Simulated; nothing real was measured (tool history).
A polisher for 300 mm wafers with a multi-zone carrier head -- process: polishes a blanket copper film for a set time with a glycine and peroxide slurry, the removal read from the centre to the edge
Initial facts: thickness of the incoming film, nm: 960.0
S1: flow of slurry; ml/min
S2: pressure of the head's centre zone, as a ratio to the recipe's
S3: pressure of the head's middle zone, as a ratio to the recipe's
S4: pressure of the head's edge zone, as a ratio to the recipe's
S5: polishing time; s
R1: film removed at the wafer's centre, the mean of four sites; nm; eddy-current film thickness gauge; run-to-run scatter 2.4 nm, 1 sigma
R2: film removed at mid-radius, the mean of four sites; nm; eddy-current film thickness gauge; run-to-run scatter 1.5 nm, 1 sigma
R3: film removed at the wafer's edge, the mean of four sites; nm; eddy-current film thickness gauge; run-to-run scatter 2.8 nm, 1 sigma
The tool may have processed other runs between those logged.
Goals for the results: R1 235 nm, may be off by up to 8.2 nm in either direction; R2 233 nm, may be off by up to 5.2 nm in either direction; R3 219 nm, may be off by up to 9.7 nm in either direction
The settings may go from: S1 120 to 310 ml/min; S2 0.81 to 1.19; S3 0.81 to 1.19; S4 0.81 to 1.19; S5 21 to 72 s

| run | hour | S1 | S2 | S3 | S4 | S5 | R1 | R2 | R3 |
|---|---|---|---|---|---|---|---|---|---|
| 1 | 0 | 200 | 1 | 1 | 1 | 46 | 181.39 | 176.55 | 166.83 |
| 2 | 2.1 | 205 | 1.01 | 1.02 | 1.03 | 47 | 183.13 | 185.43 | 176.22 |
| 3 | 6 | 205 | 1.01 | 1.02 | 1.03 | 38 | 147.06 | 149.17 | 145.43 |
| 4 | 13.2 | 215 | 1.04 | 1.04 | 1.05 | 40 | 160.81 | 159.69 | 150.66 |
| 5 | 18.7 | 215 | 1.05 | 1.04 | 1.07 | 43 | 175.01 | 173.14 | 164.93 |
| 6 | 26.9 | 215 | 0.99 | 1.04 | 1.07 | 43 | 171.42 | 173.54 | 166.38 |
| 7 | 34.5 | 225 | 0.99 | 1.05 | 1.09 | 44 | 175.93 | 178.21 | 171.94 |
| 8 | 38 | 230 | 1 | 1.06 | 1.1 | 45 | 182.13 | 184.15 | 177.16 |
| 9 | 40.9 | 235 | 1.01 | 1.07 | 1.11 | 46 | 188.03 | 191.37 | 176.61 |
| 10 | 46.7 | 230 | 1.01 | 1.07 | 1.12 | 48 | 195.21 | 200.1 | 187.96 |
| 11 | 49 | 235 | 1.02 | 1.07 | 1.13 | 49 | 196.17 | 202.31 | 194.29 |
| 12 | 55.6 | 245 | 1.04 | 1.07 | 1.13 | 50 | 205.47 | 205.41 | 196.09 |

Pick the move, out of 5, that brings all results within their allowed miss; only one does.
| A | 62.2 | 265 | 0.91 | 1.16 | 1.11 | 44 | ? | ? | ? |
| B | 62.2 | 230 | 0.89 | 1 | 1.19 | 44 | ? | ? | ? |
| C | 62.2 | 245 | 1.05 | 1.07 | 1.1 | 56 | ? | ? | ? |
| D | 62.2 | 275 | 1.01 | 1.07 | 1.15 | 41 | ? | ? | ? |
| E | 62.2 | 210 | 0.89 | 0.9 | 1.19 | 49 | ? | ? | ? |

| move | R1 | R2 | R3 |
|---|---|---|---|
| A | 170.51 | 193.95 | 176.3 |
| B | 164.65 | 170.66 | 180.66 |
| C | 236.14 | 230.07 | 221.99 |
| D | 170.95 | 170.76 | 167.99 |
| E | 180.63 | 173.95 | 199.48 |
A: the biggest miss grows against the last run
B: the biggest miss grows against the last run
C: all results land within tolerance of their targets
D: the biggest miss grows against the last run
E: the biggest miss grows against the last run
Go with C: it meets all targets.
